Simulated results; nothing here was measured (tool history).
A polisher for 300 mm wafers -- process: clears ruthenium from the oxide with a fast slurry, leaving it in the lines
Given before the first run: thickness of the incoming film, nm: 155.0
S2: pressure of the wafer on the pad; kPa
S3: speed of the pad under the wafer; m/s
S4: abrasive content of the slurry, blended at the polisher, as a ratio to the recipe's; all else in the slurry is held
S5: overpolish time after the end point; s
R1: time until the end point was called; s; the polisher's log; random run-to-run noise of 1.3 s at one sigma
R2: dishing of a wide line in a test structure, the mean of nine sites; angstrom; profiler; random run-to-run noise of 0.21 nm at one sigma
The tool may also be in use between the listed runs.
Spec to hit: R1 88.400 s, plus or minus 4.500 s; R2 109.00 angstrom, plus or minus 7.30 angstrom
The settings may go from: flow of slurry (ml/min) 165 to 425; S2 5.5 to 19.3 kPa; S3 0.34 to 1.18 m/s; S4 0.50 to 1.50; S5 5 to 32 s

Run 1, hour 0.0: flow of slurry (ml/min) 275, S2 12.4 kPa, S3 0.76 m/s, S4 1.00, S5 16 s. Result: R1 67.503 s, R2 292.31 angstrom.
Run 2, hour 6.9: flow of slurry (ml/min) 275, S2 12.4 kPa, S3 0.76 m/s, S4 1.00, S5 11 s. Result: R1 66.767 s, R2 214.60 angstrom.
Run 3, hour 13.8: flow of slurry (ml/min) 275, S2 12.4 kPa, S3 0.76 m/s, S4 1.15, S5 11 s. Result: R1 63.746 s, R2 219.82 angstrom.
Run 4, hour 15.2: flow of slurry (ml/min) 275, S2 11.7 kPa, S3 0.76 m/s, S4 1.15, S5 11 s. Result: R1 67.604 s, R2 209.24 angstrom.
Run 5, hour 21.4: flow of slurry (ml/min) 275, S2 11.7 kPa, S3 0.84 m/s, S4 1.15, S5 11 s. Result: R1 61.451 s, R2 233.48 angstrom.
Run 6, hour 27.6: flow of slurry (ml/min) 280, S2 11.0 kPa, S3 0.82 m/s, S4 1.20, S5 10 s. Result: R1 66.786 s, R2 198.80 angstrom.
Run 7, hour 32.3: flow of slurry (ml/min) 285, S2 10.3 kPa, S3 0.82 m/s, S4 1.25, S5 9 s. Result: R1 68.056 s, R2 173.70 angstrom.
Run 8, hour 33.1: flow of slurry (ml/min) 285, S2 9.7 kPa, S3 0.82 m/s, S4 1.25, S5 9 s. Result: R1 74.285 s, R2 162.61 angstrom.
Run 9, hour 35.4: flow of slurry (ml/min) 285, S2 9.0 kPa, S3 0.82 m/s, S4 1.25, S5 8 s. Result: R1 78.650 s, R2 140.88 angstrom.

Which one of the following 5 next-run settings gets every result inside its allowed miss? There is exactly one.
Run A, hour 37.7: flow of slurry (ml/min) 260, S2 9.7 kPa, S3 0.66 m/s, S4 1.40, S5 11 s. Result: R1 ?, R2 ?.
Run B, hour 37.7: flow of slurry (ml/min) 280, S2 5.5 kPa, S3 1.06 m/s, S4 1.15, S5 9 s. Result: R1 ?, R2 ?.
Run C, hour 37.7: flow of slurry (ml/min) 255, S2 6.9 kPa, S3 0.86 m/s, S4 1.30, S5 15 s. Result: R1 ?, R2 ?.
Run D, hour 37.7: flow of slurry (ml/min) 310, S2 7.6 kPa, S3 0.70 m/s, S4 1.35, S5 10 s. Result: R1 ?, R2 ?.
Run E, hour 37.7: flow of slurry (ml/min) 320, S2 9.7 kPa, S3 0.70 m/s, S4 1.15, S5 7 s. Result: R1 ?, R2 ?.

move       R1      R2
   A   88.105  167.95
   B  101.020  122.62
   C   97.018  204.10
   D  104.290  131.39
   E   87.150  111.17
A: misses by more than the last run did
B: closes in on the targets versus the last run, not all within tolerance yet
C: misses by more than the last run did
D: closes in on the targets versus the last run, not all within tolerance yet
E: all results land within tolerance of their targets
Answer: E
